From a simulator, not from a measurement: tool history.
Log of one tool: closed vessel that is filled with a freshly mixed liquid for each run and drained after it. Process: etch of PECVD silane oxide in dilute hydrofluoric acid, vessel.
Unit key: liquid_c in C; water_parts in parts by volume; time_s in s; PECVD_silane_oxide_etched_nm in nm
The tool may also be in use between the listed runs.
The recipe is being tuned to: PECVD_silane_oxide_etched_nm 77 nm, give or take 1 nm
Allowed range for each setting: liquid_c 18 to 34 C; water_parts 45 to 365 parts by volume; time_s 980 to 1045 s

run 1 hour=0 | liquid_c=26 water_parts=205 time_s=980 | PECVD_silane_oxide_etched_nm=72.502
run 2 hour=6.9 | liquid_c=26 water_parts=205 time_s=980 | PECVD_silane_oxide_etched_nm=71.87
run 3 hour=13.4 | liquid_c=26.5 water_parts=205 time_s=980 | PECVD_silane_oxide_etched_nm=73.083
run 4 hour=21 | liquid_c=26.5 water_parts=205 time_s=980 | PECVD_silane_oxide_etched_nm=72.926
run 5 hour=22.6 | liquid_c=26.5 water_parts=265 time_s=980 | PECVD_silane_oxide_etched_nm=52.899
run 6 hour=28.8 | liquid_c=26.5 water_parts=265 time_s=980 | PECVD_silane_oxide_etched_nm=53.061
run 7 hour=37.9 | liquid_c=30.5 water_parts=245 time_s=980 | PECVD_silane_oxide_etched_nm=67.151
run 8 hour=41 | liquid_c=31 water_parts=245 time_s=980 | PECVD_silane_oxide_etched_nm=68.103
run 9 hour=42.2 | liquid_c=31.5 water_parts=245 time_s=980 | PECVD_silane_oxide_etched_nm=68.986
run 10 hour=48.1 | liquid_c=32 water_parts=245 time_s=980 | PECVD_silane_oxide_etched_nm=70.424
run 11 hour=50.1 | liquid_c=32.5 water_parts=245 time_s=980 | PECVD_silane_oxide_etched_nm=71.729
run 12 hour=51.4 | liquid_c=33.5 water_parts=245 time_s=980 | PECVD_silane_oxide_etched_nm=74.141
run 13 hour=56.9 | liquid_c=34 water_parts=245 time_s=980 | PECVD_silane_oxide_etched_nm=74.887

Exercise: of the 5 proposed moves below, exactly one satisfies all targets within the stated allowed misses. Which move is it?
run A hour=62.4 | liquid_c=33.5 water_parts=230 time_s=980 | PECVD_silane_oxide_etched_nm=?
run B hour=62.4 | liquid_c=34 water_parts=235 time_s=980 | PECVD_silane_oxide_etched_nm=?
run C hour=62.4 | liquid_c=34 water_parts=240 time_s=1010 | PECVD_silane_oxide_etched_nm=?
run D hour=62.4 | liquid_c=34 water_parts=245 time_s=1030 | PECVD_silane_oxide_etched_nm=?
run E hour=62.4 | liquid_c=34 water_parts=240 time_s=980 | PECVD_silane_oxide_etched_nm=?

move=A PECVD_silane_oxide_etched_nm=80.346
move=B PECVD_silane_oxide_etched_nm=79.408
move=C PECVD_silane_oxide_etched_nm=79.626
move=D PECVD_silane_oxide_etched_nm=79.044
move=E PECVD_silane_oxide_etched_nm=77.26
A: carries the result that was furthest off beyond its target, to the other side
B: carries the result that was furthest off beyond its target, to the other side
C: carries the result that was furthest off beyond its target, to the other side
D: carries the result that was furthest off beyond its target, to the other side
E: every result lands within tolerance
The right move is E.
